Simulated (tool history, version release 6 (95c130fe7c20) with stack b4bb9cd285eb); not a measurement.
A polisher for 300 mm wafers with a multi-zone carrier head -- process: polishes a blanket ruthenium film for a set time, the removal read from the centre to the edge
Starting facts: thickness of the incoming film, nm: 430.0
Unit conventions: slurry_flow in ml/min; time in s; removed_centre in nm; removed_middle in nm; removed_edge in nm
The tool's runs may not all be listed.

run 1 day=0 | slurry_flow=215 centre_zone=1 middle_zone=1 edge_zone=1 time=73 | removed_centre=66.79 removed_middle=67.361 removed_edge=67.029
run 2 day=0.362 | slurry_flow=270 centre_zone=1 middle_zone=1 edge_zone=1 time=73 | removed_centre=68.765 removed_middle=69.874 removed_edge=67.665
run 3 day=0.721 | slurry_flow=270 centre_zone=1 middle_zone=1 edge_zone=0.95 time=73 | removed_centre=69.376 removed_middle=70.172 removed_edge=65.703
run 4 day=1.038 | slurry_flow=240 centre_zone=1 middle_zone=1 edge_zone=0.95 time=73 | removed_centre=67.99 removed_middle=68.513 removed_edge=65.035
run 5 day=1.3 | slurry_flow=240 centre_zone=1 middle_zone=1 edge_zone=0.89 time=73 | removed_centre=68.401 removed_middle=67.965 removed_edge=63.152
run 6 day=1.333 | slurry_flow=195 centre_zone=1 middle_zone=1 edge_zone=0.89 time=73 | removed_centre=65.612 removed_middle=66.761 removed_edge=62.223
run 7 day=1.6 | slurry_flow=190 centre_zone=0.96 middle_zone=0.98 edge_zone=0.88 time=71 | removed_centre=61.856 removed_middle=63.128 removed_edge=59.753
run 8 day=1.917 | slurry_flow=190 centre_zone=0.96 middle_zone=0.98 edge_zone=0.88 time=71 | removed_centre=61.978 removed_middle=64.536 removed_edge=59.841
run 9 day=2.146 | slurry_flow=180 centre_zone=0.93 middle_zone=0.96 edge_zone=0.89 time=70 | removed_centre=58.405 removed_middle=60.86 removed_edge=57.995

What does the tool deliver on the next run?
run 10 day=2.462 | slurry_flow=175 centre_zone=0.91 middle_zone=0.95 edge_zone=0.9 time=70 | removed_centre=? removed_middle=? removed_edge=?

{"run 10": {"removed_centre": 56.418, "removed_middle": 59.68, "removed_edge": 59.556}}

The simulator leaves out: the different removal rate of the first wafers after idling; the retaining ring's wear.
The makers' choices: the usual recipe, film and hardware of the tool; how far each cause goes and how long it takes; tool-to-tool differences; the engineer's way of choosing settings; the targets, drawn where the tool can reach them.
